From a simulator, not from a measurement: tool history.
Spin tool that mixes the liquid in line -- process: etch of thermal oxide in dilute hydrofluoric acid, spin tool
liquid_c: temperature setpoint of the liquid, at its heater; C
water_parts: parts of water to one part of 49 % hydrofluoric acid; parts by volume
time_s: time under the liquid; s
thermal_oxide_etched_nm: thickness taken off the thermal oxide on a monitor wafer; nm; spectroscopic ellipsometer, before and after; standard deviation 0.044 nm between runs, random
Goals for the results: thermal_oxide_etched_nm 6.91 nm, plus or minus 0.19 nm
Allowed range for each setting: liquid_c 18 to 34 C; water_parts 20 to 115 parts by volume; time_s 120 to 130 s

{"run": 1, "hour": 0.0, "liquid_c": 26, "water_parts": 65, "time_s": 120, "thermal_oxide_etched_nm": 9.4086}
{"run": 2, "hour": 4.9, "liquid_c": 24, "water_parts": 65, "time_s": 120, "thermal_oxide_etched_nm": 8.7889}
{"run": 3, "hour": 5.7, "liquid_c": 21, "water_parts": 65, "time_s": 120, "thermal_oxide_etched_nm": 7.669}
{"run": 4, "hour": 13.9, "liquid_c": 20.5, "water_parts": 65, "time_s": 120, "thermal_oxide_etched_nm": 7.5785}
{"run": 5, "hour": 20.1, "liquid_c": 20.5, "water_parts": 55, "time_s": 120, "thermal_oxide_etched_nm": 8.9784}
{"run": 6, "hour": 28.4, "liquid_c": 20.5, "water_parts": 40, "time_s": 120, "thermal_oxide_etched_nm": 12.622}
{"run": 7, "hour": 34.4, "liquid_c": 20, "water_parts": 45, "time_s": 120, "thermal_oxide_etched_nm": 11.005}
{"run": 8, "hour": 42.2, "liquid_c": 19.5, "water_parts": 50, "time_s": 120, "thermal_oxide_etched_nm": 9.5098}
{"hour": 44.3, "done": "thermometer replaced"}
{"run": 9, "hour": 44.3, "liquid_c": 19, "water_parts": 55, "time_s": 120, "thermal_oxide_etched_nm": 8.9448}
{"run": 10, "hour": 46.3, "liquid_c": 19, "water_parts": 60, "time_s": 120, "thermal_oxide_etched_nm": 8.1253}
{"run": 11, "hour": 54.0, "liquid_c": 18.5, "water_parts": 65, "time_s": 120, "thermal_oxide_etched_nm": 7.2684}

4 candidate next runs follow, results not yet known. Just one meets every target within its allowed miss. Identify it.
{"run": "A", "hour": 61.7, "liquid_c": 20.5, "water_parts": 70, "time_s": 130, "thermal_oxide_etched_nm": "?"}
{"run": "B", "hour": 61.7, "liquid_c": 18, "water_parts": 60, "time_s": 125, "thermal_oxide_etched_nm": "?"}
{"run": "C", "hour": 61.7, "liquid_c": 19.5, "water_parts": 65, "time_s": 120, "thermal_oxide_etched_nm": "?"}
{"run": "D", "hour": 61.7, "liquid_c": 18, "water_parts": 70, "time_s": 125, "thermal_oxide_etched_nm": "?"}

move=A thermal_oxide_etched_nm=7.8945
move=B thermal_oxide_etched_nm=8.0601
move=C thermal_oxide_etched_nm=7.5695
move=D thermal_oxide_etched_nm=6.8315
A: the biggest miss grows against the last run
B: the biggest miss grows against the last run
C: the biggest miss grows against the last run
D: every result lands within tolerance
Correct choice: D, which meets every target

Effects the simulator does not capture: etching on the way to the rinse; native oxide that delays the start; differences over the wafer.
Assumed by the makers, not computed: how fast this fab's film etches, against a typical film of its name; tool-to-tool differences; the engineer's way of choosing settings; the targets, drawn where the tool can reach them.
